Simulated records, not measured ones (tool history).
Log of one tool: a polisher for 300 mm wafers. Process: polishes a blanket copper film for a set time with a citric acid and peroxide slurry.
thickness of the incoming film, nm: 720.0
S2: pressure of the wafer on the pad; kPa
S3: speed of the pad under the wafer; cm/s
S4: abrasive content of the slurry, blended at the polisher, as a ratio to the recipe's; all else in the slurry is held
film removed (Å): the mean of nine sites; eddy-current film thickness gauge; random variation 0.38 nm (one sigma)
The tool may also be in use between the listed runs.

run 1 day=0 | flow_of_slurry_(ml/min)=255 S2=17.9 S3=106 S4=1 polishing_time_(s)=24 | film_removed_(Å)=544.22
run 2 day=0.371 | flow_of_slurry_(ml/min)=255 S2=16.5 S3=106 S4=1 polishing_time_(s)=24 | film_removed_(Å)=510.64
run 3 day=0.679 | flow_of_slurry_(ml/min)=255 S2=15.2 S3=106 S4=1 polishing_time_(s)=24 | film_removed_(Å)=469.78
run 4 day=0.788 | flow_of_slurry_(ml/min)=255 S2=15.2 S3=106 S4=1.2 polishing_time_(s)=24 | film_removed_(Å)=486.19
run 5 day=0.938 | flow_of_slurry_(ml/min)=285 S2=15.2 S3=106 S4=1.2 polishing_time_(s)=24 | film_removed_(Å)=501.63
run 6 day=1.233 | flow_of_slurry_(ml/min)=270 S2=13.8 S3=106 S4=1.2 polishing_time_(s)=24 | film_removed_(Å)=455.77
run 7 day=1.325 | flow_of_slurry_(ml/min)=260 S2=13.1 S3=106 S4=1.2 polishing_time_(s)=24 | film_removed_(Å)=429.06

The next listed run, before its measurement:
run 8 day=1.588 | flow_of_slurry_(ml/min)=245 S2=13.1 S3=106 S4=1.2 polishing_time_(s)=24 | film_removed_(Å)=?

Run 8 gave film removed (Å) 429.23.
